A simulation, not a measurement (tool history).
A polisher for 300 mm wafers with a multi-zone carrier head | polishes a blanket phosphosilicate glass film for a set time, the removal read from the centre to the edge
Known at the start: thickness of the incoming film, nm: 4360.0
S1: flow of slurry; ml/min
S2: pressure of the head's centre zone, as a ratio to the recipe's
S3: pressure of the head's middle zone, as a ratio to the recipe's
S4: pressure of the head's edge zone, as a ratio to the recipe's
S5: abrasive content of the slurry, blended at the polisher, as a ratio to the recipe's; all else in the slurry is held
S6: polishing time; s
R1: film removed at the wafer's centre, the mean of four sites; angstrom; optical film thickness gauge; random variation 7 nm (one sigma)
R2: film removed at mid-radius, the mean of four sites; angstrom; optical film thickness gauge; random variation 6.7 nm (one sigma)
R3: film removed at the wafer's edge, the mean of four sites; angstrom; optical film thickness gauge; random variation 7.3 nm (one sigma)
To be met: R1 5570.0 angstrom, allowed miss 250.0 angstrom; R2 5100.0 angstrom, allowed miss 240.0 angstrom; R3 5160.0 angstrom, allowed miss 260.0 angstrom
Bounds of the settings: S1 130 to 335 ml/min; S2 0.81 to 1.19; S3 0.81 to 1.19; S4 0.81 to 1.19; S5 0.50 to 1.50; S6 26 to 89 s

{"run": 1, "hour": 0.0, "S1": 215, "S2": 1.0, "S3": 1.0, "S4": 1.0, "S5": 1.0, "S6": 57, "R1": 6016.4, "R2": 6188.2, "R3": 6133.9}
{"run": 2, "hour": 2.9, "S1": 215, "S2": 1.01, "S3": 0.98, "S4": 0.97, "S5": 0.95, "S6": 57, "R1": 6002.3, "R2": 5925.6, "R3": 6169.9}
{"run": 3, "hour": 7.1, "S1": 240, "S2": 1.01, "S3": 0.98, "S4": 0.97, "S5": 0.95, "S6": 57, "R1": 6008.0, "R2": 6076.0, "R3": 6094.4}
{"run": 4, "hour": 13.6, "S1": 245, "S2": 1.04, "S3": 0.98, "S4": 0.96, "S5": 0.85, "S6": 56, "R1": 5960.4, "R2": 5788.4, "R3": 5879.6}
{"run": 5, "hour": 17.0, "S1": 245, "S2": 1.06, "S3": 0.98, "S4": 0.95, "S5": 0.75, "S6": 55, "R1": 5823.8, "R2": 5433.3, "R3": 5339.6}
{"run": 6, "hour": 25.7, "S1": 240, "S2": 1.06, "S3": 0.97, "S4": 0.95, "S5": 0.75, "S6": 55, "R1": 5628.1, "R2": 5462.6, "R3": 5521.1}
{"run": 7, "hour": 28.0, "S1": 245, "S2": 1.08, "S3": 0.97, "S4": 0.95, "S5": 0.7, "S6": 55, "R1": 5908.1, "R2": 5292.1, "R3": 5300.5}
{"run": 8, "hour": 36.7, "S1": 240, "S2": 1.07, "S3": 0.97, "S4": 0.95, "S5": 0.7, "S6": 55, "R1": 5785.9, "R2": 5326.7, "R3": 5327.9}

Which of these 5 next moves meets every target?
{"run": "A", "hour": 45.4, "S1": 235, "S2": 1.1, "S3": 0.98, "S4": 0.93, "S5": 0.7, "S6": 53, "R1": "?", "R2": "?", "R3": "?"}
{"run": "B", "hour": 45.4, "S1": 270, "S2": 1.12, "S3": 0.99, "S4": 0.94, "S5": 0.75, "S6": 57, "R1": "?", "R2": "?", "R3": "?"}
{"run": "C", "hour": 45.4, "S1": 240, "S2": 0.94, "S3": 0.96, "S4": 0.94, "S5": 0.9, "S6": 56, "R1": "?", "R2": "?", "R3": "?"}
{"run": "D", "hour": 45.4, "S1": 320, "S2": 1.0, "S3": 0.91, "S4": 1.05, "S5": 0.7, "S6": 54, "R1": "?", "R2": "?", "R3": "?"}
{"run": "E", "hour": 45.4, "S1": 200, "S2": 1.03, "S3": 1.07, "S4": 0.85, "S5": 0.75, "S6": 57, "R1": "?", "R2": "?", "R3": "?"}

move=A R1=5626.5 R2=5173.4 R3=5082.0
move=B R1=6394.0 R2=5811.3 R3=5664.2
move=C R1=5439.1 R2=5762.6 R3=5781.2
move=D R1=5409.0 R2=5131.1 R3=5640.2
move=E R1=5619.7 R2=5962.7 R3=5241.2
A: meets every target
B: further off than the last run
C: further off than the last run
D: brings the result that was furthest off to its target, and leaves another outside
E: further off than the last run
The right move is A.
